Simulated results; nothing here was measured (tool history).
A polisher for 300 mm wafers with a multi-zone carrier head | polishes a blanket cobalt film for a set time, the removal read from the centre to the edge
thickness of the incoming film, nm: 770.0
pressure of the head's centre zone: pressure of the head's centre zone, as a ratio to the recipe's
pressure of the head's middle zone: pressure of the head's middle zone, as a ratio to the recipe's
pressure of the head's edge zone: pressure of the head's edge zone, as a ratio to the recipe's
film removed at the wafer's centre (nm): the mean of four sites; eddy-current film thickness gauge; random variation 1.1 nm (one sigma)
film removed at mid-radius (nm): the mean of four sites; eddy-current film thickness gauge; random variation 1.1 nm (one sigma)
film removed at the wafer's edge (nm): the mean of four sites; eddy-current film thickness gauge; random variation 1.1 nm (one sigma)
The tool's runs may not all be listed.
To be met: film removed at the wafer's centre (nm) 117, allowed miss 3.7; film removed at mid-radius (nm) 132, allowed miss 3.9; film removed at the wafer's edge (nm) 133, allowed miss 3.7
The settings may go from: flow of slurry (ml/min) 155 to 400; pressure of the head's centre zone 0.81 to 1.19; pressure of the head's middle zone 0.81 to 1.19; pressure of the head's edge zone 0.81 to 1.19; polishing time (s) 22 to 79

run  hour  flow of slurry (ml/min)  pressure of the head's centre zone  pressure of the head's middle zone  pressure of the head's edge zone  polishing time (s)  film removed at the wafer's centre (nm)  film removed at mid-radius (nm)  film removed at the wafer's edge (nm)
  1     0                      255                                   1                                   1                                 1                  50                                   182.47                           191.12                                 191.83
  2   1.6                      220                                   1                                   1                                 1                  50                                   180.98                           191.27                                 190.44
  3   6.1                      220                                0.98                                0.99                              0.98                  48                                   171.04                           180.55                                 181.06
  4   9.8                      220                                0.98                                0.99                              0.98                  40                                   143.31                           151.74                                 149.06
  5  17.2                      265                                0.98                                0.99                              0.98                  40                                   144.46                           152.27                                 153.08
       19  -- centre zone pressure recalibrated
  6    19                      260                                0.96                                0.98                              0.96                  40                                   149.74                              154                                 153.55
  7  25.2                      250                                0.96                                0.98                              0.97                  39                                   144.49                           150.61                                 148.52
  8  29.5                      250                                0.96                                0.98                              0.97                  39                                   145.38                           149.19                                 149.98
  9  36.7                      245                                0.95                                0.99                              0.98                  38                                   139.11                           143.81                                  145.4

4 next moves are on the table. One of them brings every result within its allowed miss. Which?
  A  43.9                      270                                1.11                                0.95                                 1                  35                                        ?                                ?                                      ?
  B  43.9                      265                                0.84                                0.97                              1.18                  35                                        ?                                ?                                      ?
  C  43.9                      225                                0.84                                1.15                              1.12                  37                                        ?                                ?                                      ?
  D  43.9                      280                                0.87                                   1                              1.02                  34                                        ?                                ?                                      ?

move  film removed at the wafer's centre (nm)  film removed at mid-radius (nm)  film removed at the wafer's edge (nm)
   A                                   151.69                           131.09                                 134.59
   B                                   114.34                           132.86                                 143.56
   C                                   118.92                           155.49                                 146.51
   D                                   115.72                           132.39                                 131.99
A: further off than the last run
B: brings the result that was furthest off to its target, and leaves another outside
C: brings the result that was furthest off to its target, and leaves another outside
D: meets every target
The right move is D.

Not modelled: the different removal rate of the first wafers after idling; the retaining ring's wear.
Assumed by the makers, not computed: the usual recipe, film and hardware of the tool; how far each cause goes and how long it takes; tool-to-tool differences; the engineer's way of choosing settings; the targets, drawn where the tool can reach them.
